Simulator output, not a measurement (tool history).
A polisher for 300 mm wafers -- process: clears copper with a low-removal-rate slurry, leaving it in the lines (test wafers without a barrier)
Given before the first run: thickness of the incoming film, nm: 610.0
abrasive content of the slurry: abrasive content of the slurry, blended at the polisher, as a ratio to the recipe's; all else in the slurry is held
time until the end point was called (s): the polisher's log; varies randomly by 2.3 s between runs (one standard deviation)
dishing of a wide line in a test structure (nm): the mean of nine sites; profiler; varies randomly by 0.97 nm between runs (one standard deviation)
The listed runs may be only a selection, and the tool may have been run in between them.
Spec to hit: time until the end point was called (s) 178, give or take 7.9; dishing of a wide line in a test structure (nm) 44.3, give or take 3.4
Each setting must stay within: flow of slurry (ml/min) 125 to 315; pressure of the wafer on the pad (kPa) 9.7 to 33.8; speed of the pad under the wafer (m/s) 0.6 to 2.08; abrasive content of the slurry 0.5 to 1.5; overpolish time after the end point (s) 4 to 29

run  hour  flow of slurry (ml/min)  pressure of the wafer on the pad (kPa)  speed of the pad under the wafer (m/s)  abrasive content of the slurry  overpolish time after the end point (s)  time until the end point was called (s)  dishing of a wide line in a test structure (nm)
  1     0                      205                                    21.4                                    1.34                               1                                       15                                   149.28                                           42.371
  2   4.9                      205                                    20.7                                    1.34                               1                                       16                                   149.52                                           45.808
  3     9                      205                                      20                                    1.34                               1                                       16                                   155.59                                           44.015
  4  16.5                      205                                    19.3                                    1.34                               1                                       16                                   159.12                                           43.567
  5  24.8                      205                                    18.6                                    1.34                               1                                       16                                   166.39                                           42.435
  6  26.2                      205                                    18.6                                    1.12                               1                                       16                                   198.55                                           36.779
  7  33.9                      205                                    19.3                                    1.12                               1                                       16                                   188.64                                           35.639
  8    38                      205                                    19.3                                    1.12                               1                                       17                                   193.22                                           39.291
  9    40                      205                                      20                                    1.12                               1                                       17                                   184.86                                           40.432

Below are 4 possible settings for the next run. Only one of them brings all results inside the allowed miss of their targets. Which is it?
  A    42                      225                                    17.9                                    1.18                             1.3                                       19                                        ?                                                ?
  B    42                      205                                    22.1                                    1.22                            0.85                                       13                                        ?                                                ?
  C    42                      245                                    25.5                                    0.94                            0.75                                       14                                        ?                                                ?
  D    42                      200                                    22.1                                     1.2                            0.95                                       13                                        ?                                                ?

move  time until the end point was called (s)  dishing of a wide line in a test structure (nm)
   A                                   176.95                                           44.706
   B                                   160.47                                           36.083
   C                                   181.87                                            34.83
   D                                   158.31                                           36.499
A: each result inside its tolerance
B: lands further from the targets than the last run did
C: lands further from the targets than the last run did
D: lands further from the targets than the last run did
Move A is the one to make.

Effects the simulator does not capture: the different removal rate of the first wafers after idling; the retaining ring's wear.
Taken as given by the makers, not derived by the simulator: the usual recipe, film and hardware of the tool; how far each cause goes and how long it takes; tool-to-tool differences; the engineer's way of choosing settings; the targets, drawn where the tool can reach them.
